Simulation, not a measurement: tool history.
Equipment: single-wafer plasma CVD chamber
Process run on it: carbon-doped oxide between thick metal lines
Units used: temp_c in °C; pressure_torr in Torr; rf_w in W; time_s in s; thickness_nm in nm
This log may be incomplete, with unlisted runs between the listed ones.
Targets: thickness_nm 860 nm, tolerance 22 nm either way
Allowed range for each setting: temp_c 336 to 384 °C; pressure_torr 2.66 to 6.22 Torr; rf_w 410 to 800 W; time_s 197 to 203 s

run,hour,temp_c,pressure_torr,rf_w,time_s,thickness_nm
1,0,360,4.44,605,197,1025.7
2,4.4,360,3.72,605,197,991.71
3,5.6,361,3.61,595,197,962.87
4,10.8,361,3.61,630,197,1013.1
5,15.8,365,3.61,630,197,1013.1
6,17.3,365,3.54,615,197,976.02
7,20.8,366,3.43,610,197,973.06
8,22.8,366,3.36,600,197,956.19
# hour 26.9: capacitance manometer re-zeroed and calibrated
9,26.9,366,3.29,590,197,947.66
10,30.5,366,3.24,580,197,935.06
11,37.6,366,3.19,570,197,914.75

Which one of the following 4 next-run settings gets every result inside its allowed miss? There is exactly one.
A,44.7,356,2.66,570,197,?
B,44.7,365,3,585,197,?
C,44.7,369,3.46,620,198,?
D,44.7,370,3.12,530,197,?

move,thickness_nm
A,924.63
B,934.79
C,987.57
D,864.84
A: lands further from the targets than the last run did
B: lands further from the targets than the last run did
C: lands further from the targets than the last run did
D: all results land within tolerance of their targets
D is the move that brings every result within its allowed miss.

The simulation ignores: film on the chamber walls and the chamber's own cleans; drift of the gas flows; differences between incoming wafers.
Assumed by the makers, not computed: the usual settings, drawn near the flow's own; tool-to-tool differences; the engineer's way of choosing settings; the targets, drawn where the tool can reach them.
